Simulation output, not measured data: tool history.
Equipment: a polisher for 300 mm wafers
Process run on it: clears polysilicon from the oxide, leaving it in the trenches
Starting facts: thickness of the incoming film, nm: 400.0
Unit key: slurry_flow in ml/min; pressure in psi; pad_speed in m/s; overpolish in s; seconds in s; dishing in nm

| run | hour | slurry_flow | pressure | pad_speed | overpolish | seconds | dishing |
|---|---|---|---|---|---|---|---|
| 1 | 0.0 | 155 | 3.4 | 0.82 | 19 | 22.529 | 57.720 |
| 2 | 4.6 | 155 | 3.2 | 0.82 | 17 | 23.684 | 55.658 |
| 3 | 10.0 | 155 | 3.0 | 0.82 | 16 | 24.844 | 55.863 |
| 4 | 13.1 | 155 | 3.7 | 0.82 | 16 | 20.117 | 56.923 |
| 5 | 19.6 | 155 | 3.4 | 0.82 | 15 | 22.854 | 57.322 |
| 6 | 23.7 | 155 | 4.1 | 0.82 | 15 | 19.585 | 56.925 |
| 7 | 24.4 | 155 | 3.8 | 0.82 | 14 | 20.800 | 55.763 |
| 8 | 28.1 | 155 | 3.5 | 0.82 | 13 | 22.659 | 54.441 |
| 9 | 29.7 | 155 | 3.2 | 0.82 | 12 | 23.598 | 53.672 |
| 10 | 37.5 | 155 | 3.0 | 0.82 | 11 | 25.641 | 52.937 |
| 11 | 44.0 | 160 | 2.0 | 0.94 | 6 | 29.361 | 39.779 |
| 12 | 49.5 | 160 | 1.9 | 0.92 | 6 | 31.287 | 38.761 |

Expected results for the next run?
| 13 | 57.3 | 160 | 1.9 | 0.90 | 7 | ? | ? |

For run 13 the tool returned seconds 32.526 s, dishing 42.336 nm.
